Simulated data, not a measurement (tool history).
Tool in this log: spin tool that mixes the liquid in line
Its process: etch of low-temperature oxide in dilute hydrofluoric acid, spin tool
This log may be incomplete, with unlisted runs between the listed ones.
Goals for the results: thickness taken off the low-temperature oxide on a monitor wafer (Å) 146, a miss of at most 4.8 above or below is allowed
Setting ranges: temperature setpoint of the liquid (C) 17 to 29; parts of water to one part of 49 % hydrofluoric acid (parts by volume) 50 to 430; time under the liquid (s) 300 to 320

| run | hour | temperature setpoint of the liquid (C) | parts of water to one part of 49 % hydrofluoric acid (parts by volume) | time under the liquid (s) | thickness taken off the low-temperature oxide on a monitor wafer (Å) |
|---|---|---|---|---|---|
| 1 | 0 | 21 | 240 | 300 | 265.77 |
| 2 | 0.7 | 20.5 | 255 | 300 | 245.22 |
| 3 | 6.7 | 20.5 | 255 | 320 | 260.34 |
| 4 | 8.7 | 20.5 | 255 | 320 | 261.59 |
| 5 | 12.8 | 20.5 | 255 | 320 | 259.65 |
| 6 | 13.8 | 20.5 | 295 | 320 | 214.56 |
| 7 | 18 | 20 | 305 | 320 | 203.72 |
| 8 | 25.7 | 19.5 | 315 | 320 | 192.73 |
| 9 | 28.2 | 19 | 325 | 320 | 180.8 |
| 10 | 31.7 | 19 | 330 | 320 | 179.01 |
| 11 | 40.3 | 19 | 335 | 320 | 176 |
| 12 | 44.6 | 19 | 340 | 320 | 169.73 |

Which of these 4 next moves meets every target?
| A | 48.9 | 20.5 | 405 | 320 | ? |
| B | 48.9 | 21.5 | 315 | 320 | ? |
| C | 48.9 | 21.5 | 310 | 320 | ? |
| D | 48.9 | 20 | 335 | 320 | ? |

| move | thickness taken off the low-temperature oxide on a monitor wafer (Å) |
|---|---|
| A | 143.76 |
| B | 206.07 |
| C | 210.28 |
| D | 180.49 |
A: each result inside its tolerance
B: further off than the last run
C: further off than the last run
D: further off than the last run
The move that meets every target is A.

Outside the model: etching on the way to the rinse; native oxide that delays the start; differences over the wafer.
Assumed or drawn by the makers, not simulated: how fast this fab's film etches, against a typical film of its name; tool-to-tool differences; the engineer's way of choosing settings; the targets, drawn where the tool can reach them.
